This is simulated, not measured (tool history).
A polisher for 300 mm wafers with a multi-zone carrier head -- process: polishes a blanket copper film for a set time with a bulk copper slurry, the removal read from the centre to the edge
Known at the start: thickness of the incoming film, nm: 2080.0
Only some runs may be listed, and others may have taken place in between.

run	hour	flow of slurry (ml/min)	pressure of the head's centre zone	pressure of the head's middle zone	pressure of the head's edge zone	abrasive content of the slurry	polishing time (s)	film removed at the wafer's centre (nm)	film removed at mid-radius (nm)	film removed at the wafer's edge (nm)
1	0	280	1	1	1	1	36	152.1	153.5	155.35
2	7.3	280	1	1	1	1	43	183.57	184.44	185.6
3	13.5	280	1	1	0.92	1	43	181.73	180.68	178.8
4	16	280	1	1	0.95	1	43	182.16	182.24	178.92
5	22.5	280	1.07	1	0.95	1	43	192.91	185.33	178.36
6	23.8	280	1.07	1.08	0.95	1	43	196.44	190.46	180.49
7	25	275	1.07	1.07	0.96	1	43	196.17	190.96	182.89
8	31.3	270	1.07	1.06	0.97	1	43	192.39	186.56	180.04
9	33.5	270	1.07	1.05	0.98	1	43	194.89	187.33	182.29

Run 10 comes next. What will it give?
10	35.3	265	1.07	1.05	0.99	1	43	?	?	?

film removed at the wafer's centre (nm): 191.31
film removed at mid-radius (nm): 183.87
film removed at the wafer's edge (nm): 182.8
